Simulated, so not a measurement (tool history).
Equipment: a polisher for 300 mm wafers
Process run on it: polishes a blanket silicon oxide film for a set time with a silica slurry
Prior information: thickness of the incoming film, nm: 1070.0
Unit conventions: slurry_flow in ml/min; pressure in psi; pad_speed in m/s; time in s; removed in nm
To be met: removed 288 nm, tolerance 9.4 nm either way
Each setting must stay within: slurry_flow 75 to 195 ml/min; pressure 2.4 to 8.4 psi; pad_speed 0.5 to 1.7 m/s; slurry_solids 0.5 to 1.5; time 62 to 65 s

run	hour	slurry_flow	pressure	pad_speed	slurry_solids	time	removed
1	0	125	5.4	1.1	1	62	242.3
2	5.5	130	5.5	1.1	1	62	246.97
3	8	130	5.5	1.1	1	65	258.8
4	12.5	130	5.6	1.1	1	65	263.16
5	21	130	5.6	1.1	1	65	266.88
6	28.3	115	5.6	1.1	1	65	261.4
7	32.9	115	5.7	1.1	1	65	264.16
8	33.5	120	5.8	1.1	1	65	265.69
9	34.6	125	5.9	1.1	1	65	271.69
10	36.8	125	6	1.1	1	65	277.09

4 next moves are on the table. One of them brings every result within its allowed miss. Which?
A	39	135	5.9	1.08	0.95	65	?
B	39	120	6.2	0.94	1.1	65	?
C	39	130	5.9	1.04	1	62	?
D	39	100	7.6	0.88	1	65	?

move	removed
A	271.04
B	272.79
C	257.35
D	291.03
A: moves away from the targets compared with the last run
B: moves away from the targets compared with the last run
C: moves away from the targets compared with the last run
D: every result within its allowed miss
The right move is D.
